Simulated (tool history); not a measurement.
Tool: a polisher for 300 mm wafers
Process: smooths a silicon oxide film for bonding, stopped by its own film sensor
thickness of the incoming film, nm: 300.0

run,hour,flow of slurry (ml/min),pressure of the wafer on the pad (psi),speed of the pad under the wafer (m/s),abrasive content of the slurry,target thickness at which the film sensor stops the polish (Å),time until the film sensor stopped the polish (s)
1,0.0,240,1.5,0.84,1.0,2750,51.944
2,1.4,240,1.5,0.84,1.0,2750,53.571
3,7.5,240,1.5,0.84,1.0,2780,44.214
4,10.5,220,1.5,0.84,1.0,2780,47.008
5,17.7,280,1.5,0.84,1.0,2780,43.518
6,20.1,270,1.3,0.80,1.0,2780,53.870
7,23.5,260,1.2,0.78,1.0,2780,57.759
# hour 28.2: head pressure recalibrated
8,28.2,255,1.1,0.76,1.0,2780,70.779
9,30.5,240,1.1,0.76,1.0,2780,70.857

Forecast run 10:
10,33.3,225,1.1,0.76,1.0,2780,?

Run 10 gave time until the film sensor stopped the polish (s) 70.941.
